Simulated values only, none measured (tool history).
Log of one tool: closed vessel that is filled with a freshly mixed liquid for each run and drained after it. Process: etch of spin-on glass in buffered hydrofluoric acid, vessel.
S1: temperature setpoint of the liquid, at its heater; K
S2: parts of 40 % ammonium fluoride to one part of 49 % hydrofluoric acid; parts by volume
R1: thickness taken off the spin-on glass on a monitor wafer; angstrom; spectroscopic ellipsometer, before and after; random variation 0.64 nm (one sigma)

Run 1, hour 0.0: S1 295.15 K, S2 18.0 parts by volume, time in the liquid (s) 30. Result: R1 745.99 angstrom.
Run 2, hour 6.6: S1 298.15 K, S2 18.0 parts by volume, time in the liquid (s) 30. Result: R1 871.06 angstrom.
Run 3, hour 10.9: S1 298.15 K, S2 20.5 parts by volume, time in the liquid (s) 30. Result: R1 777.92 angstrom.
Run 4, hour 19.0: S1 299.15 K, S2 20.5 parts by volume, time in the liquid (s) 30. Result: R1 824.15 angstrom.
Run 5, hour 27.1: S1 299.15 K, S2 25.5 parts by volume, time in the liquid (s) 30. Result: R1 707.95 angstrom.
Run 6, hour 31.7: S1 296.65 K, S2 25.5 parts by volume, time in the liquid (s) 30. Result: R1 608.93 angstrom.
Run 7, hour 36.3: S1 298.65 K, S2 25.0 parts by volume, time in the liquid (s) 30. Result: R1 690.81 angstrom.
Run 8, hour 44.3: S1 300.15 K, S2 24.5 parts by volume, time in the liquid (s) 30. Result: R1 763.62 angstrom.

The next listed run, before its measurement:
Run 9, hour 46.5: S1 300.15 K, S2 24.5 parts by volume, time in the liquid (s) 30. Result: R1 ?.

{"run 9": {"R1": 758.08}}
